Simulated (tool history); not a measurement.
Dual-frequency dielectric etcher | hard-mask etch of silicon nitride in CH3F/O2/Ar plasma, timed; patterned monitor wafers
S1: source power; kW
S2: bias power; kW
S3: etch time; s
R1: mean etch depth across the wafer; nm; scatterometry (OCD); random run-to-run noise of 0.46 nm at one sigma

Run 1, day 0.000: S1 0.490 kW, S2 0.082 kW, S3 203.0 s. Result: R1 165.46 nm.
Run 2, day 0.258: S1 0.490 kW, S2 0.094 kW, S3 203.0 s. Result: R1 174.46 nm.
Run 3, day 0.342: S1 0.450 kW, S2 0.090 kW, S3 203.0 s. Result: R1 165.19 nm.
Run 4, day 0.717: S1 0.450 kW, S2 0.090 kW, S3 212.0 s. Result: R1 172.90 nm.
Run 5, day 0.933: S1 0.420 kW, S2 0.087 kW, S3 211.0 s. Result: R1 165.08 nm.
At day 1.021: source power generator calibrated.
Run 6, day 1.021: S1 0.400 kW, S2 0.085 kW, S3 210.5 s. Result: R1 157.28 nm.

Run 7 is up next; what results do you expect?
Run 7, day 1.188: S1 0.380 kW, S2 0.084 kW, S3 210.5 s. Result: R1 ?.

R1: 153.30 nm
